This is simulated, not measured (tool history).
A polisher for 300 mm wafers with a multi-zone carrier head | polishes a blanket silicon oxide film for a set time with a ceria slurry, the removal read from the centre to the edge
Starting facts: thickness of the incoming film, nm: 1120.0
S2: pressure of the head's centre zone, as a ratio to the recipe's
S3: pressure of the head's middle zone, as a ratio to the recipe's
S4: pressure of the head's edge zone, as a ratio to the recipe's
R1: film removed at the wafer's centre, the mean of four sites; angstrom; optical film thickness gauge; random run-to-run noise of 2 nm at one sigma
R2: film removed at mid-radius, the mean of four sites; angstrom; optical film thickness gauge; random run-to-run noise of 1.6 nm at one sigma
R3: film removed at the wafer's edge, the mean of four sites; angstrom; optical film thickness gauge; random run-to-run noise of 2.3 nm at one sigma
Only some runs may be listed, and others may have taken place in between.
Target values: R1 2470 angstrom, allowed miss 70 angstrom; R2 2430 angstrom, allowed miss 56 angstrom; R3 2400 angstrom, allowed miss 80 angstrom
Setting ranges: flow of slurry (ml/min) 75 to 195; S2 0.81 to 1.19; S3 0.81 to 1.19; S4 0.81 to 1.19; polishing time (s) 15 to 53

Run 1, hour 0: flow of slurry (ml/min) 125, S2 1, S3 1, S4 1, polishing time (s) 34. Result: R1 1542.9 angstrom, R2 1561.7 angstrom, R3 1589 angstrom.
Run 2, hour 3.6: flow of slurry (ml/min) 135, S2 1.03, S3 1.03, S4 1.04, polishing time (s) 36. Result: R1 1714.5 angstrom, R2 1720.6 angstrom, R3 1726.9 angstrom.
Run 3, hour 8.2: flow of slurry (ml/min) 160, S2 1.03, S3 1.03, S4 1.04, polishing time (s) 36. Result: R1 1786.9 angstrom, R2 1766.2 angstrom, R3 1776.8 angstrom.
Run 4, hour 16.8: flow of slurry (ml/min) 165, S2 1.05, S3 1.05, S4 1.07, polishing time (s) 38. Result: R1 1935.1 angstrom, R2 1907.2 angstrom, R3 1908 angstrom.
Run 5, hour 18.9: flow of slurry (ml/min) 170, S2 1.06, S3 1.07, S4 1.09, polishing time (s) 40. Result: R1 2044.1 angstrom, R2 2026.9 angstrom, R3 2028.3 angstrom.
Run 6, hour 26.3: flow of slurry (ml/min) 175, S2 1.07, S3 1.08, S4 1.1, polishing time (s) 41. Result: R1 2142.6 angstrom, R2 2126.9 angstrom, R3 2042.2 angstrom.
Run 7, hour 29.1: flow of slurry (ml/min) 180, S2 1.07, S3 1.08, S4 1.11, polishing time (s) 42. Result: R1 2196.5 angstrom, R2 2148.3 angstrom, R3 2159.6 angstrom.
Run 8, hour 32.3: flow of slurry (ml/min) 180, S2 1.08, S3 1.09, S4 1.12, polishing time (s) 43. Result: R1 2284.7 angstrom, R2 2242.8 angstrom, R3 2228.9 angstrom.
Run 9, hour 40.9: flow of slurry (ml/min) 180, S2 1.09, S3 1.1, S4 1.13, polishing time (s) 44. Result: R1 2375.3 angstrom, R2 2300.6 angstrom, R3 2268.6 angstrom.

Pick the move, out of 5, that brings all results within their allowed miss; only one does.
Run A, hour 49.5: flow of slurry (ml/min) 160, S2 1.17, S3 1.12, S4 1.05, polishing time (s) 44. Result: R1 ?, R2 ?, R3 ?.
Run B, hour 49.5: flow of slurry (ml/min) 190, S2 1.04, S3 1.03, S4 1.17, polishing time (s) 48. Result: R1 ?, R2 ?, R3 ?.
Run C, hour 49.5: flow of slurry (ml/min) 180, S2 1.15, S3 0.96, S4 1.18, polishing time (s) 45. Result: R1 ?, R2 ?, R3 ?.
Run D, hour 49.5: flow of slurry (ml/min) 170, S2 1.11, S3 0.94, S4 1.19, polishing time (s) 50. Result: R1 ?, R2 ?, R3 ?.
Run E, hour 49.5: flow of slurry (ml/min) 190, S2 1.09, S3 1.09, S4 1.14, polishing time (s) 46. Result: R1 ?, R2 ?, R3 ?.

move      R1      R2      R3
   A  2466.8  2306.9  2175.7
   B  2461.5    2440  2559.2
   C  2529.8  2162.2  2397.7
   D  2685.3  2348.5  2659.3
   E  2474.1  2431.1  2418.2
A: its largest miss is bigger than the last run's
B: corrects the largest miss of the last run, while another result sits out of spec
C: its largest miss is bigger than the last run's
D: its largest miss is bigger than the last run's
E: every result lands within tolerance
The right move is E.

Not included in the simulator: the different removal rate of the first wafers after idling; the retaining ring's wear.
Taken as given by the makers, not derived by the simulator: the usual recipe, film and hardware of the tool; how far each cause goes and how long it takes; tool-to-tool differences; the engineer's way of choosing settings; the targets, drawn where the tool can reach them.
